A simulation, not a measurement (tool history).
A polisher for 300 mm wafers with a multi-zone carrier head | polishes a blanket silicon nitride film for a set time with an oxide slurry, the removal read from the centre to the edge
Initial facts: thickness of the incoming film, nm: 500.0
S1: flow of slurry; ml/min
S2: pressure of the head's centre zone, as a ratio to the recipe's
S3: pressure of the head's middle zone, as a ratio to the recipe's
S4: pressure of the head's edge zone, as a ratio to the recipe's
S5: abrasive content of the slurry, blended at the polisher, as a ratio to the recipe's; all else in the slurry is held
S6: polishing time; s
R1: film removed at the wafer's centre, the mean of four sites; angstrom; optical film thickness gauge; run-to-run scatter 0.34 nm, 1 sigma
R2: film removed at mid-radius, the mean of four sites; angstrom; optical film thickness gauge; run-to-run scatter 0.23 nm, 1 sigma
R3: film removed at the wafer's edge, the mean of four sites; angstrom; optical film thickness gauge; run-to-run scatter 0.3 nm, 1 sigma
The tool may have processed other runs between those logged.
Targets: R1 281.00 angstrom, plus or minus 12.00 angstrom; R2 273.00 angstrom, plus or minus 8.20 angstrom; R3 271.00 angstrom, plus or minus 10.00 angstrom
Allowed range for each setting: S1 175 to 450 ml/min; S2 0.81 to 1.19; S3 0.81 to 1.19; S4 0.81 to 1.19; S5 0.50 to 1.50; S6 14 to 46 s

run 1 day=0.000 | S1=290 S2=1.00 S3=1.00 S4=1.00 S5=1.00 S6=30 | R1=186.38 R2=182.27 R3=181.40
run 2 day=0.021 | S1=290 S2=1.01 S3=1.02 S4=1.03 S5=1.10 S6=31 | R1=201.70 R2=199.91 R3=203.29
run 3 day=0.292 | S1=290 S2=1.01 S3=1.02 S4=1.03 S5=1.10 S6=26 | R1=169.30 R2=166.32 R3=168.35
run 4 day=0.504 | S1=295 S2=1.04 S3=1.05 S4=1.05 S5=1.20 S6=27 | R1=187.87 R2=188.40 R3=182.73
run 5 day=0.796 | S1=295 S2=1.04 S3=1.05 S4=1.05 S5=1.00 S6=27 | R1=174.24 R2=170.91 R3=166.68
run 6 day=1.050 | S1=295 S2=1.04 S3=1.05 S4=1.14 S5=1.00 S6=27 | R1=175.27 R2=171.74 R3=178.26
run 7 day=1.288 | S1=300 S2=1.06 S3=1.06 S4=1.15 S5=1.10 S6=28 | R1=188.97 R2=190.82 R3=192.89
run 8 day=1.650 | S1=300 S2=1.08 S3=1.05 S4=1.15 S5=1.20 S6=29 | R1=210.86 R2=201.78 R3=208.90
run 9 day=1.975 | S1=300 S2=1.09 S3=1.06 S4=1.15 S5=1.25 S6=30 | R1=230.16 R2=212.15 R3=218.39
run 10 day=2.217 | S1=305 S2=1.09 S3=1.07 S4=1.16 S5=1.30 S6=31 | R1=238.00 R2=227.31 R3=233.12
run 11 day=2.283 | S1=310 S2=1.10 S3=1.08 S4=1.16 S5=1.35 S6=31 | R1=241.92 R2=233.36 R3=238.33
run 12 day=2.546 | S1=310 S2=1.11 S3=1.09 S4=1.16 S5=1.40 S6=31 | R1=249.27 R2=237.32 R3=241.68
run 13 day=2.717 | S1=315 S2=1.12 S3=1.10 S4=1.16 S5=1.40 S6=31 | R1=253.05 R2=242.69 R3=240.84
run 14 day=2.921 | S1=315 S2=1.12 S3=1.10 S4=1.17 S5=1.40 S6=31 | R1=251.09 R2=243.82 R3=244.24
run 15 day=3.004 | S1=320 S2=1.13 S3=1.10 S4=1.17 S5=1.40 S6=31 | R1=250.79 R2=245.75 R3=239.97

Of the 4 settings listed for the next run, only one would bring every result within its allowed miss of target. Which one?
run A day=3.088 | S1=285 S2=1.09 S3=0.99 S4=1.19 S5=1.50 S6=35 | R1=? R2=? R3=?
run B day=3.088 | S1=360 S2=0.93 S3=0.94 S4=1.16 S5=1.50 S6=34 | R1=? R2=? R3=?
run C day=3.088 | S1=430 S2=1.12 S3=1.11 S4=1.18 S5=1.45 S6=33 | R1=? R2=? R3=?
run D day=3.088 | S1=310 S2=0.93 S3=1.18 S4=1.19 S5=1.20 S6=35 | R1=? R2=? R3=?

move=A R1=283.34 R2=251.67 R3=285.00
move=B R1=240.50 R2=239.70 R3=278.20
move=C R1=282.36 R2=267.65 R3=271.07
move=D R1=221.86 R2=268.25 R3=260.04
A: an improvement on the last run, though not all results are within tolerance
B: the biggest miss grows against the last run
C: each result inside its tolerance
D: meets the target for the result that was furthest off, but another lies outside its allowed miss
Correct choice: C, which meets every target

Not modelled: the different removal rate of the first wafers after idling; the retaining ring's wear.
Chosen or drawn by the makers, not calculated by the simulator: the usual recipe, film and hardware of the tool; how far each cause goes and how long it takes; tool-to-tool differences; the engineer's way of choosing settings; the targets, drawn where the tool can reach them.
